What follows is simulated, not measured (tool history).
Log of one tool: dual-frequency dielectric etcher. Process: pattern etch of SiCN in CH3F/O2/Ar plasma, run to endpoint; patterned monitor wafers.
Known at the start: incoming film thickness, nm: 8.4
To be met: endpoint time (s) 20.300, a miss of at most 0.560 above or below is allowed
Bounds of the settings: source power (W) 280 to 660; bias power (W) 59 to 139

run 1 hour=0.0 | source_power_(W)=470 bias_power_(W)=99 | endpoint_time_(s)=17.934
run 2 hour=7.4 | source_power_(W)=470 bias_power_(W)=114 | endpoint_time_(s)=16.654
run 3 hour=11.6 | source_power_(W)=440 bias_power_(W)=110 | endpoint_time_(s)=17.573
run 4 hour=17.1 | source_power_(W)=440 bias_power_(W)=97 | endpoint_time_(s)=18.725
run 5 hour=18.3 | source_power_(W)=430 bias_power_(W)=96 | endpoint_time_(s)=18.857
run 6 hour=22.9 | source_power_(W)=480 bias_power_(W)=96 | endpoint_time_(s)=18.391
-- hour=27.0 source power generator calibrated
run 7 hour=27.0 | source_power_(W)=460 bias_power_(W)=94 | endpoint_time_(s)=18.536
run 8 hour=28.7 | source_power_(W)=440 bias_power_(W)=93 | endpoint_time_(s)=18.980
run 9 hour=36.7 | source_power_(W)=430 bias_power_(W)=92 | endpoint_time_(s)=19.190
run 10 hour=43.3 | source_power_(W)=420 bias_power_(W)=91 | endpoint_time_(s)=19.318

5 next moves are on the table. One of them brings every result within its allowed miss. Which?
run A hour=49.9 | source_power_(W)=410 bias_power_(W)=86 | endpoint_time_(s)=?
run B hour=49.9 | source_power_(W)=430 bias_power_(W)=103 | endpoint_time_(s)=?
run C hour=49.9 | source_power_(W)=460 bias_power_(W)=96 | endpoint_time_(s)=?
run D hour=49.9 | source_power_(W)=430 bias_power_(W)=94 | endpoint_time_(s)=?
run E hour=49.9 | source_power_(W)=420 bias_power_(W)=94 | endpoint_time_(s)=?

move=A endpoint_time_(s)=20.027
move=B endpoint_time_(s)=17.890
move=C endpoint_time_(s)=18.213
move=D endpoint_time_(s)=18.798
move=E endpoint_time_(s)=18.930
A: all results in spec
B: the biggest miss grows against the last run
C: the biggest miss grows against the last run
D: the biggest miss grows against the last run
E: the biggest miss grows against the last run
A meets every target.
